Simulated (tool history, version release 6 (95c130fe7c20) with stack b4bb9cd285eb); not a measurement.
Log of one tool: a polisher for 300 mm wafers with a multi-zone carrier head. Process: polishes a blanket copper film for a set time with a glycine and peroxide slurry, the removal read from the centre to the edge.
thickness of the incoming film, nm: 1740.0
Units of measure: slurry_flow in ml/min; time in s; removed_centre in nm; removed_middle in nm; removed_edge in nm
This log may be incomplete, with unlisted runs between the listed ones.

{"run": 1, "hour": 0.0, "slurry_flow": 260, "centre_zone": 1, "middle_zone": 1, "edge_zone": 1, "time": 69, "removed_centre": 419.16, "removed_middle": 418.25, "removed_edge": 417.11}
{"run": 2, "hour": 7.1, "slurry_flow": 260, "centre_zone": 1, "middle_zone": 0.92, "edge_zone": 1, "time": 69, "removed_centre": 422.67, "removed_middle": 389.75, "removed_edge": 417.07}
{"run": 3, "hour": 13.2, "slurry_flow": 265, "centre_zone": 1.02, "middle_zone": 0.91, "edge_zone": 1.04, "time": 72, "removed_centre": 452.55, "removed_middle": 400.42, "removed_edge": 436.85}
{"run": 4, "hour": 17.1, "slurry_flow": 265, "centre_zone": 1.02, "middle_zone": 0.89, "edge_zone": 1.06, "time": 75, "removed_centre": 465.07, "removed_middle": 416.09, "removed_edge": 468.96}
{"run": 5, "hour": 24.7, "slurry_flow": 240, "centre_zone": 1.02, "middle_zone": 0.89, "edge_zone": 1.06, "time": 75, "removed_centre": 454.94, "removed_middle": 408.92, "removed_edge": 470.94}
{"run": 6, "hour": 29.6, "slurry_flow": 250, "centre_zone": 1.04, "middle_zone": 0.88, "edge_zone": 1.08, "time": 77, "removed_centre": 478.53, "removed_middle": 419, "removed_edge": 476.81}

Run 7 has not been measured yet. What should we expect?
{"run": 7, "hour": 35.0, "slurry_flow": 260, "centre_zone": 1.05, "middle_zone": 0.86, "edge_zone": 1.1, "time": 78, "removed_centre": "?", "removed_middle": "?", "removed_edge": "?"}

Run 7 produced removed_centre 498.67 nm, removed_middle 411.63 nm, removed_edge 489.28 nm.
